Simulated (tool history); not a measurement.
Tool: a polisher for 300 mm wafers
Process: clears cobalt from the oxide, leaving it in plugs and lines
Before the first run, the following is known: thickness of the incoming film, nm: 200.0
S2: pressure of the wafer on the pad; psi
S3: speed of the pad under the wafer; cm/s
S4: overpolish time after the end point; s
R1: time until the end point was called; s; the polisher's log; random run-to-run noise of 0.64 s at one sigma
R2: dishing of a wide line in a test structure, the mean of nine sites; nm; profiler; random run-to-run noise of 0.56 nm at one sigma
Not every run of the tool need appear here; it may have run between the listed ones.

{"run": 1, "day": 0.0, "flow of slurry (ml/min)": 190, "S2": 2.0, "S3": 124, "S4": 10, "R1": 27.64, "R2": 40.408}
{"run": 2, "day": 0.146, "flow of slurry (ml/min)": 225, "S2": 2.0, "S3": 124, "S4": 10, "R1": 27.993, "R2": 41.428}
{"run": 3, "day": 0.283, "flow of slurry (ml/min)": 225, "S2": 2.0, "S3": 124, "S4": 12, "R1": 27.325, "R2": 45.053}
{"run": 4, "day": 0.479, "flow of slurry (ml/min)": 225, "S2": 2.3, "S3": 124, "S4": 12, "R1": 25.495, "R2": 49.757}
{"run": 5, "day": 0.542, "flow of slurry (ml/min)": 225, "S2": 2.1, "S3": 120, "S4": 12, "R1": 27.883, "R2": 47.066}
{"run": 6, "day": 0.617, "flow of slurry (ml/min)": 225, "S2": 2.0, "S3": 118, "S4": 12, "R1": 29.451, "R2": 44.174}
{"run": 7, "day": 0.929, "flow of slurry (ml/min)": 225, "S2": 1.9, "S3": 116, "S4": 12, "R1": 30.109, "R2": 42.108}
{"day": 1.204, "done": "worn pad replaced by a new one"}
{"run": 8, "day": 1.204, "flow of slurry (ml/min)": 220, "S2": 1.3, "S3": 106, "S4": 10, "R1": 39.223, "R2": 33.611}

The next listed run, before its measurement:
{"run": 9, "day": 1.5, "flow of slurry (ml/min)": 220, "S2": 1.3, "S3": 104, "S4": 10, "R1": "?", "R2": "?"}

Logged for run 9: R1 40.527 s, R2 32.635 nm.
